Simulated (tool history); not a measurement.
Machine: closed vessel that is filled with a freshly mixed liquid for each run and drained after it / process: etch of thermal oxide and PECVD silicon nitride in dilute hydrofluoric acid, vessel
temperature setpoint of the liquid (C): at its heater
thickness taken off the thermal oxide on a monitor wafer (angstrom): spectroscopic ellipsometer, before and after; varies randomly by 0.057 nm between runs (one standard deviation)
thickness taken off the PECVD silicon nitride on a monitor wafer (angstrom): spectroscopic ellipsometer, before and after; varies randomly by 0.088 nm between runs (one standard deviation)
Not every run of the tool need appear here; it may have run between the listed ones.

run	hour	temperature setpoint of the liquid (C)	parts of water to one part of 49 % hydrofluoric acid (parts by volume)	time in the liquid (s)	thickness taken off the thermal oxide on a monitor wafer (angstrom)	thickness taken off the PECVD silicon nitride on a monitor wafer (angstrom)
1	0	20	45	135	128.43	129.48
2	1.4	20	50	140	120.68	118.52
3	3.6	20	50	170	145.8	145.77
4	8.9	20	40	170	186.69	179.7
5	11.8	20	45	170	163.63	161.16
6	19.9	20	45	215	207.03	201.63
7	23.2	20	50	215	184.18	183.22
8	29.6	20	55	215	165.44	167.7

The next listed run, before its measurement:
9	30.6	19.5	65	220	?	?

Run 9 produced thickness taken off the thermal oxide on a monitor wafer (angstrom) 140.21, thickness taken off the PECVD silicon nitride on a monitor wafer (angstrom) 138.99.

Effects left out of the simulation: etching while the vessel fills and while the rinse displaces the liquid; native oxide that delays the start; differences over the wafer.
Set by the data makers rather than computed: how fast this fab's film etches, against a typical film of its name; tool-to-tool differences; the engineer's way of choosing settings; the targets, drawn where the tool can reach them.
